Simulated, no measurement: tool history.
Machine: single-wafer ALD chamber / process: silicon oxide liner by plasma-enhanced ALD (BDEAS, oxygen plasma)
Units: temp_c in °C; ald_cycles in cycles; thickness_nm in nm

| run | hour | temp_c | ald_cycles | thickness_nm |
|---|---|---|---|---|
| 1 | 0.0 | 325 | 37 | 3.1159 |
| 2 | 1.8 | 320 | 37 | 3.1467 |
| 3 | 9.0 | 324 | 37 | 3.1464 |
| 4 | 12.1 | 324 | 35 | 2.9440 |
| 5 | 20.2 | 318 | 35 | 2.9850 |
| 6 | 25.2 | 311 | 35 | 3.0194 |

Expected results for the next run?
| 7 | 30.9 | 311 | 33 | ? |

{"run 7": {"thickness_nm": 2.8749}}
